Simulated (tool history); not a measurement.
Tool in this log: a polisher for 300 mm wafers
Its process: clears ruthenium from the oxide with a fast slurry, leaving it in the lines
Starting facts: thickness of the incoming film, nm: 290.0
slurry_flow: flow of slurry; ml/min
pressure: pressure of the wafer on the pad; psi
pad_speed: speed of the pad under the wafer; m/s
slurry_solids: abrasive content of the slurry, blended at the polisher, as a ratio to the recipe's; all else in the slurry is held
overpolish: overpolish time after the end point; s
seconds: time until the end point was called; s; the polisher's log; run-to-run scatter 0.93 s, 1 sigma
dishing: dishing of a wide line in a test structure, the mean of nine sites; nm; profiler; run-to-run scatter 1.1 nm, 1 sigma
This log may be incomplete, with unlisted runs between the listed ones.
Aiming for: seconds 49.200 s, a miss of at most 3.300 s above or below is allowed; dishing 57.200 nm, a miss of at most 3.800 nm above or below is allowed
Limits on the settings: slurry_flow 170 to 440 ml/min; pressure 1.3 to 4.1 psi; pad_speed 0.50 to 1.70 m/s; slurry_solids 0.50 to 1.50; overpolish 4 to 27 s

run 1 hour=0.0 | slurry_flow=280 pressure=2.7 pad_speed=1.10 slurry_solids=1.00 overpolish=14 | seconds=72.550 dishing=46.314
run 2 hour=3.9 | slurry_flow=280 pressure=3.1 pad_speed=1.10 slurry_solids=1.00 overpolish=14 | seconds=65.405 dishing=50.219
run 3 hour=6.9 | slurry_flow=280 pressure=3.2 pad_speed=1.10 slurry_solids=1.00 overpolish=14 | seconds=61.656 dishing=54.632
run 4 hour=14.7 | slurry_flow=280 pressure=3.3 pad_speed=1.10 slurry_solids=1.00 overpolish=14 | seconds=59.489 dishing=56.266
run 5 hour=22.0 | slurry_flow=280 pressure=3.4 pad_speed=1.10 slurry_solids=1.00 overpolish=14 | seconds=59.643 dishing=54.689
run 6 hour=28.0 | slurry_flow=320 pressure=3.4 pad_speed=1.10 slurry_solids=1.00 overpolish=14 | seconds=60.014 dishing=58.072
run 7 hour=31.5 | slurry_flow=315 pressure=3.5 pad_speed=1.10 slurry_solids=1.00 overpolish=14 | seconds=57.056 dishing=56.850
run 8 hour=34.0 | slurry_flow=315 pressure=3.6 pad_speed=1.10 slurry_solids=1.00 overpolish=14 | seconds=54.849 dishing=58.012
run 9 hour=38.4 | slurry_flow=315 pressure=3.7 pad_speed=1.10 slurry_solids=1.00 overpolish=14 | seconds=54.458 dishing=58.741

Of the 5 settings listed for the next run, only one would bring every result within its allowed miss of target. Which one?
run A hour=42.8 | slurry_flow=345 pressure=3.7 pad_speed=1.42 slurry_solids=1.05 overpolish=10 | seconds=? dishing=?
run B hour=42.8 | slurry_flow=305 pressure=3.9 pad_speed=1.04 slurry_solids=1.00 overpolish=11 | seconds=? dishing=?
run C hour=42.8 | slurry_flow=400 pressure=4.1 pad_speed=0.94 slurry_solids=0.80 overpolish=17 | seconds=? dishing=?
run D hour=42.8 | slurry_flow=285 pressure=2.8 pad_speed=1.30 slurry_solids=1.20 overpolish=16 | seconds=? dishing=?
run E hour=42.8 | slurry_flow=365 pressure=3.6 pad_speed=1.12 slurry_solids=1.25 overpolish=12 | seconds=? dishing=?

move=A seconds=41.342 dishing=57.112
move=B seconds=54.918 dishing=48.297
move=C seconds=61.008 dishing=64.590
move=D seconds=55.729 dishing=66.268
move=E seconds=50.209 dishing=56.513
A: the result that was furthest off in the last run now lies on the other side of its target
B: misses by more than the last run did
C: misses by more than the last run did
D: misses by more than the last run did
E: meets every target
E meets every target.
